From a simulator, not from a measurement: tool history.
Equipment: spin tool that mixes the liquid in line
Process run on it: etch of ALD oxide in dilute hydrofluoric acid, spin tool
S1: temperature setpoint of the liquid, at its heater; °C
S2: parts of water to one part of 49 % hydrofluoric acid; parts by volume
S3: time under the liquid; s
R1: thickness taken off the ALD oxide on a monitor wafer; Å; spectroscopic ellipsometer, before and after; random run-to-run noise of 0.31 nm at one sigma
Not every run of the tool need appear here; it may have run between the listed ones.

run,hour,S1,S2,S3,R1
1,0,24,65,50,172.79
2,1.1,24,65,55,189.87
3,9.8,24,65,50,172.18
4,13.1,26,60,50,205.9
5,18.4,28.5,60,50,224.5
6,24,29.5,55,50,254.85
7,28.6,30,50,50,297.23
8,30.6,30.5,50,50,297.2

The next listed run, before its measurement:
9,38.2,31,50,50,?

Logged for run 9: R1 305.26 Å.
